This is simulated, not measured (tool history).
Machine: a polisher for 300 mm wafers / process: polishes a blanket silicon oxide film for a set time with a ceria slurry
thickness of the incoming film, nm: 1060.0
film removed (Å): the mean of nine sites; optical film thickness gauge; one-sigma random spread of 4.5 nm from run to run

| run | hour | flow of slurry (ml/min) | pressure of the wafer on the pad (psi) | speed of the pad under the wafer (m/s) | polishing time (s) | film removed (Å) |
|---|---|---|---|---|---|---|
| 1 | 0.0 | 210 | 2.7 | 0.94 | 119 | 4957.2 |
| 2 | 3.9 | 160 | 2.7 | 0.94 | 119 | 4757.0 |
| 3 | 7.1 | 160 | 2.7 | 1.04 | 119 | 5220.3 |
| 4 | 15.7 | 180 | 2.8 | 1.04 | 119 | 5496.5 |
| 5 | 17.3 | 130 | 2.8 | 1.04 | 119 | 5302.6 |
| 6 | 18.2 | 150 | 2.9 | 1.04 | 119 | 5535.5 |
| 7 | 22.8 | 170 | 2.9 | 1.04 | 119 | 5686.9 |
| 8 | 29.3 | 185 | 2.9 | 1.04 | 119 | 5747.8 |
| 9 | 35.4 | 200 | 2.9 | 1.04 | 119 | 5753.1 |

For run 10, what comes out?
| 10 | 37.9 | 210 | 2.9 | 1.04 | 119 | ? |

film removed (Å): 5852.0
